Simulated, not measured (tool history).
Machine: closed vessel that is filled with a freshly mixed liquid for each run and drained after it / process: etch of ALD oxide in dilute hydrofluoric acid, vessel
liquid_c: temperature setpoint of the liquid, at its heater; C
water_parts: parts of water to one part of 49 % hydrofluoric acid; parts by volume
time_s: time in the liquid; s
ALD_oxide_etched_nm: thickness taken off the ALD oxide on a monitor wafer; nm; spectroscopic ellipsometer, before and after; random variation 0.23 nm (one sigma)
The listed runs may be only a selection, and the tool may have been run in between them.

run	day	liquid_c	water_parts	time_s	ALD_oxide_etched_nm
1	0	22	240	310	14.682
2	0.275	22	240	310	14.65
3	0.642	23.5	215	310	17.759
4	0.938	24.5	195	310	20.89
5	1.021	25.5	180	310	23.611
6	1.262	25.5	210	310	19.837
7	1.375	26	190	310	22.663
8	1.412	26.5	175	310	25.771
9	1.775	26.5	175	310	25.614
10	2.083	30	80	310	72.028
11	2.25	28.5	80	310	68.444
12	2.492	28.5	80	310	68.562
13	2.788	26.5	80	310	63.75
14	2.833	25	80	310	60.21
# day 3.075: thermometer replaced
15	3.075	23.5	80	310	53.973
16	3.229	22.5	80	310	51.093
17	3.5	22.5	80	310	51.777

Run 18 is up next; what results do you expect?
18	3.658	22	80	310	?

For run 18 the tool returned ALD_oxide_etched_nm 51.1 nm.

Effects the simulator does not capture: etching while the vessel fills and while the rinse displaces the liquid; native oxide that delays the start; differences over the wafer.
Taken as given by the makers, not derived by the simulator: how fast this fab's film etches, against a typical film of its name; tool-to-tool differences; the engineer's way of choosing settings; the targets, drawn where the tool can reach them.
